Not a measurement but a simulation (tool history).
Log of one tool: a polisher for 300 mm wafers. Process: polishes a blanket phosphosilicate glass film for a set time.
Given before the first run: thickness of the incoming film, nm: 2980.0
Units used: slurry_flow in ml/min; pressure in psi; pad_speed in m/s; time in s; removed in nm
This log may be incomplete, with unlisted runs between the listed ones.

run	hour	slurry_flow	pressure	pad_speed	slurry_solids	time	removed
1	0.0	265	3.5	0.92	1.0	116	961.01
2	3.5	265	3.5	0.74	1.0	116	807.88
3	7.8	215	3.5	0.74	1.0	116	788.06
4	12.4	225	3.9	0.76	1.0	116	878.96
5	20.8	225	3.9	0.76	1.0	116	895.15
6	28.5	235	4.2	0.80	1.0	116	1000.30

The next listed run, before its measurement:
7	36.8	245	4.4	0.82	1.0	116	?

Run 7 came out at removed 1051.70 nm.

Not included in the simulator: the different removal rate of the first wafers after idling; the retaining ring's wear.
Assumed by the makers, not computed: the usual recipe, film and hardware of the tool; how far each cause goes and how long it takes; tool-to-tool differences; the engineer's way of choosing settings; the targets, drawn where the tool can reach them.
